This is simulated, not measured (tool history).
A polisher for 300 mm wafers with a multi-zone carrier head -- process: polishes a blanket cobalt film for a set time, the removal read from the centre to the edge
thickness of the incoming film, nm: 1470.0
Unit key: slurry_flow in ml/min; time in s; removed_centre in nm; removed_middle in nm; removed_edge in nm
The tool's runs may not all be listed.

run	hour	slurry_flow	centre_zone	middle_zone	edge_zone	time	removed_centre	removed_middle	removed_edge
1	0	280	1	1	1	56	293.9	288.08	293.59
2	7.1	280	1	1	1	67	347.21	345.53	346.86
3	10.9	280	1	1	1	81	428.38	423.14	416.08
4	17.6	280	1	1	1.03	81	426.04	418.88	429.08
5	24.3	280	1	0.93	1.03	81	425.57	403.58	423.38
6	26.6	280	1.04	0.93	1.03	81	441.36	391.92	425.25
7	31.4	270	1.04	0.91	1	72	389.98	357.92	372.35

Forecast run 8:
8	37.6	280	1.14	0.81	1.1	56	?	?	?

{"run 8": {"removed_centre": 333.64, "removed_middle": 247.2, "removed_edge": 304.41}}
